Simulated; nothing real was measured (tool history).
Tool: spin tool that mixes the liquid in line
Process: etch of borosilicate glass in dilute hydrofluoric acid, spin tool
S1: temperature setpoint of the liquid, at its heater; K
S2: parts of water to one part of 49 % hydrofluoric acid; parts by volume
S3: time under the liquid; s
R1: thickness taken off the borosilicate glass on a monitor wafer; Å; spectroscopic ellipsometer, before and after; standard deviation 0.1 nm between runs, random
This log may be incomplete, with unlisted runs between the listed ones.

| run | day | S1 | S2 | S3 | R1 |
|---|---|---|---|---|---|
| 1 | 0 | 295.15 | 235 | 115 | 172.3 |
| 2 | 0.375 | 295.15 | 235 | 125 | 190.98 |
| 3 | 0.521 | 294.15 | 250 | 125 | 169.81 |
| 4 | 0.767 | 293.15 | 260 | 125 | 156.74 |
| 5 | 0.833 | 293.15 | 180 | 125 | 243.57 |
| 6 | 1.008 | 295.15 | 180 | 125 | 262.06 |

Forecast run 7:
| 7 | 1.229 | 291.15 | 275 | 125 | ? |

{"run 7": {"R1": 134.17}}
